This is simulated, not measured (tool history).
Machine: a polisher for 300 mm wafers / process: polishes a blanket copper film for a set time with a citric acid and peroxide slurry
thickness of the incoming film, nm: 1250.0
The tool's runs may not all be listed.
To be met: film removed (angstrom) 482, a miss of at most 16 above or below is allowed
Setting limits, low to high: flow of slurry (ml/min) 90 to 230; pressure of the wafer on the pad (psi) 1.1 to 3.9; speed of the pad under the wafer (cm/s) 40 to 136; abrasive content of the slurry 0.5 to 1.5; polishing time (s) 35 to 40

run	hour	flow of slurry (ml/min)	pressure of the wafer on the pad (psi)	speed of the pad under the wafer (cm/s)	abrasive content of the slurry	polishing time (s)	film removed (angstrom)
1	0	150	2.5	88	1	40	676.66
2	1.3	145	2.3	88	1	40	638.1
3	5.2	145	2.6	88	1	40	690.84
4	10	145	2.6	100	1	40	808.88
5	17	145	2.6	100	1.2	40	840.63
6	19.8	145	2.3	100	1.2	40	773.67
7	20.5	145	2.3	100	1.2	40	754.3
8	21.1	145	2.1	100	1.2	40	725.78
9	24.7	130	1.4	90	1.2	40	514.57

Which of these 5 next moves meets every target?
A	28.3	130	1.5	92	1.15	40	?
B	28.3	125	1.5	98	1.25	40	?
C	28.3	155	1.7	96	1.3	36	?
D	28.3	125	1.4	98	1.2	40	?
E	28.3	140	1.3	92	1.3	37	?

move	film removed (angstrom)
A	544.44
B	583.66
C	580.37
D	558.79
E	489.72
A: the biggest miss grows against the last run
B: the biggest miss grows against the last run
C: the biggest miss grows against the last run
D: the biggest miss grows against the last run
E: meets every target
The move that meets every target is E.

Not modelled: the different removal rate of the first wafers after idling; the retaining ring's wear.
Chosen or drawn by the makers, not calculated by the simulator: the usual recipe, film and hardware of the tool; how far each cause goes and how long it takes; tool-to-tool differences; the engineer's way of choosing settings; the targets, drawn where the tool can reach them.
